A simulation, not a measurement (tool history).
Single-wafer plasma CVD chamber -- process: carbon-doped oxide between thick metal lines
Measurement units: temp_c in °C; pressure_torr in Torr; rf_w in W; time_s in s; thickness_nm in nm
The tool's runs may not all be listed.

Run 1, hour 0.0: temp_c 360 °C, pressure_torr 5.97 Torr, rf_w 475 W, time_s 239 s. Result: thickness_nm 1175.60 nm.
Run 2, hour 4.2: temp_c 360 °C, pressure_torr 5.97 Torr, rf_w 445 W, time_s 239 s. Result: thickness_nm 1126.30 nm.
Run 3, hour 6.3: temp_c 364 °C, pressure_torr 5.63 Torr, rf_w 420 W, time_s 239 s. Result: thickness_nm 1057.00 nm.
Run 4, hour 11.9: temp_c 365 °C, pressure_torr 5.43 Torr, rf_w 400 W, time_s 239 s. Result: thickness_nm 1010.30 nm.
Run 5, hour 13.4: temp_c 366 °C, pressure_torr 5.22 Torr, rf_w 390 W, time_s 239 s. Result: thickness_nm 983.33 nm.
Run 6, hour 15.5: temp_c 367 °C, pressure_torr 5.01 Torr, rf_w 380 W, time_s 239 s. Result: thickness_nm 951.83 nm.
Run 7, hour 17.0: temp_c 368 °C, pressure_torr 4.82 Torr, rf_w 375 W, time_s 239 s. Result: thickness_nm 937.09 nm.
Run 8, hour 22.1: temp_c 369 °C, pressure_torr 4.66 Torr, rf_w 370 W, time_s 239 s. Result: thickness_nm 921.35 nm.

Forecast run 9:
Run 9, hour 26.8: temp_c 369 °C, pressure_torr 4.66 Torr, rf_w 370 W, time_s 239 s. Result: thickness_nm ?.

{"run 9": {"thickness_nm": 922.94}}
